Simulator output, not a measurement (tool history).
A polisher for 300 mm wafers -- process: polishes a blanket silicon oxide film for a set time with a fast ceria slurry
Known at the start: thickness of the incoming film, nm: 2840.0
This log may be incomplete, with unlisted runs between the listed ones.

run	hour	flow of slurry (ml/min)	pressure of the wafer on the pad (kPa)	speed of the pad under the wafer (m/s)	polishing time (s)	film removed (Å)
1	0	315	23.4	1.16	61	13253
2	1.2	315	25.5	1.16	61	14110
3	2.3	315	29	1.16	61	16208
4	3.1	315	29	1.16	61	16324
5	6.4	315	29.6	1.16	61	16438
6	15.2	315	30.3	1.16	61	16603
7	22.2	315	31	1.16	61	17316

Forecast run 8:
8	28.3	315	31	1.16	61	?

{"run 8": {"film removed (Å)": 17200}}

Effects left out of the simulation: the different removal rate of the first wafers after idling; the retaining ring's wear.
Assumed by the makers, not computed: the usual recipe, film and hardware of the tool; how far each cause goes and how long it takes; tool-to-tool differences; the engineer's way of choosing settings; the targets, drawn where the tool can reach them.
